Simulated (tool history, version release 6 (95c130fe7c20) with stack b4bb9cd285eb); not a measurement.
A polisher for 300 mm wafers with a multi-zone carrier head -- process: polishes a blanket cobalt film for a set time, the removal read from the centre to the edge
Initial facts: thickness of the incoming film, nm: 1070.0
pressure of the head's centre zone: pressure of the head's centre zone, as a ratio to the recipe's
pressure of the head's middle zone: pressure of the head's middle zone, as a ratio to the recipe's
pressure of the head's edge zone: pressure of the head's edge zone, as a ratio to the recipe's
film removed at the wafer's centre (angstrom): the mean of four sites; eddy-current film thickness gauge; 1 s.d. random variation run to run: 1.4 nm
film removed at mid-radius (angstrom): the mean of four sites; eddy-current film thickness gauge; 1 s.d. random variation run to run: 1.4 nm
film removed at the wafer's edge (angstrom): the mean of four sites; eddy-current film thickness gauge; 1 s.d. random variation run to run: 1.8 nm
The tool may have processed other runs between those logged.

run  hour  flow of slurry (ml/min)  pressure of the head's centre zone  pressure of the head's middle zone  pressure of the head's edge zone  polishing time (s)  film removed at the wafer's centre (angstrom)  film removed at mid-radius (angstrom)  film removed at the wafer's edge (angstrom)
  1     0                      230                                   1                                   1                                 1                  44                                           1865                                 1890.7                                       1861.6
  2   4.5                      240                                   1                                1.02                              1.03                  45                                         1959.5                                   1934                                       1961.7
  3    12                      250                                0.98                                1.05                              1.04                  45                                           1912                                 2002.4                                       1948.3
  4  15.9                      205                                0.98                                1.05                              1.04                  45                                         1889.4                                 1940.6                                       1912.6
  5  20.9                      205                                0.91                                1.05                              1.04                  45                                         1744.6                                 1952.8                                       1927.8
  6  28.1                      220                                0.92                                1.07                              1.07                  45                                         1773.5                                   1991                                       1959.4
  7  35.1                      235                                0.93                                1.08                              1.09                  45                                         1795.4                                 2010.1                                       2011.5
  8  43.5                      250                                0.94                                 1.1                              1.11                  45                                         1858.4                                 2045.8                                       2028.8
  9  51.8                      260                                0.94                                1.11                              1.13                  45                                         1857.1                                 2060.3                                       2040.7
 10  57.9                      270                                0.94                                1.12                              1.14                  46                                           1910                                 2150.7                                       2152.2
 11  60.5                      280                                0.95                                1.12                              1.14                  46                                         1940.9                                   2137                                       2122.5

Run 12, settings as shown, results not yet in. Your forecast:
 12  65.8                      280                                0.95                                1.12                              1.14                  46                                              ?                                      ?                                            ?

film removed at the wafer's centre (angstrom): 1927.1
film removed at mid-radius (angstrom): 2137
film removed at the wafer's edge (angstrom): 2137.7
